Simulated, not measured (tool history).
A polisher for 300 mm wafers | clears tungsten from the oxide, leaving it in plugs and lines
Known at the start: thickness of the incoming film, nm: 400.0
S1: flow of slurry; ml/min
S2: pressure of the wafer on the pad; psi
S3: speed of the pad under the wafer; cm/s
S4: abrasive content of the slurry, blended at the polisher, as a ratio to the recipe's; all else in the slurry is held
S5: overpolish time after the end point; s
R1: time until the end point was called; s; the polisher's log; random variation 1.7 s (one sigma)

run  hour   S1   S2   S3  S4  S5      R1
  1     0  245    4  130   1  13  66.187
  2   3.7  245    4  150   1  13  60.053
  3  12.1  245  3.6  146   1  13  67.009
  4  18.6  245  2.7  146   1  13  88.432
  5  27.3  245  2.5  146   1  13  97.457
  6  32.2  245  2.4  146   1  13  98.685
  7  39.2  245  2.3  146   1  13  105.25

Run 8 comes next. What will it give?
  8  46.2  245  2.2  146   1  13   ?

{"run 8": {"R1": 107.63}}
